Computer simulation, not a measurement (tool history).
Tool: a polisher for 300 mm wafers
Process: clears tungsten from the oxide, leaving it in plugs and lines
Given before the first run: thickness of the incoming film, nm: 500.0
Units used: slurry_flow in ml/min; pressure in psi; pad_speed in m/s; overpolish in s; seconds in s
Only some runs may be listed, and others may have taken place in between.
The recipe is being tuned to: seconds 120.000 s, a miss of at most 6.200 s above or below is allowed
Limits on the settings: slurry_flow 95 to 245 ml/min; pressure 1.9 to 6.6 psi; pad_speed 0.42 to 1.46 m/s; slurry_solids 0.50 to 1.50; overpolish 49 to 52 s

run,hour,slurry_flow,pressure,pad_speed,slurry_solids,overpolish,seconds
1,0.0,155,4.2,0.94,1.00,49,92.434
2,5.7,155,4.2,0.94,1.00,49,90.675
3,10.6,155,4.2,0.94,1.00,52,91.632
4,12.9,155,5.1,0.94,1.00,52,76.762
5,18.9,155,4.7,0.92,1.00,52,85.120
6,25.8,155,4.7,0.92,1.15,52,80.861
7,33.9,155,4.3,0.92,1.15,52,86.533
8,36.7,155,4.0,0.92,1.15,52,93.469
9,38.2,150,2.9,0.90,1.15,52,132.130

Exercise: of the 4 proposed moves below, exactly one satisfies all targets within the stated allowed misses. Which move is it?
A,39.7,105,2.4,1.24,1.30,52,?
B,39.7,210,2.4,0.92,1.15,51,?
C,39.7,140,2.8,0.92,0.95,52,?
D,39.7,155,2.4,0.94,1.20,52,?

move,seconds
A,121.070
B,146.500
C,142.890
D,147.800
A: each result inside its tolerance
B: further off than the last run
C: further off than the last run
D: further off than the last run
Move A is the one to make.

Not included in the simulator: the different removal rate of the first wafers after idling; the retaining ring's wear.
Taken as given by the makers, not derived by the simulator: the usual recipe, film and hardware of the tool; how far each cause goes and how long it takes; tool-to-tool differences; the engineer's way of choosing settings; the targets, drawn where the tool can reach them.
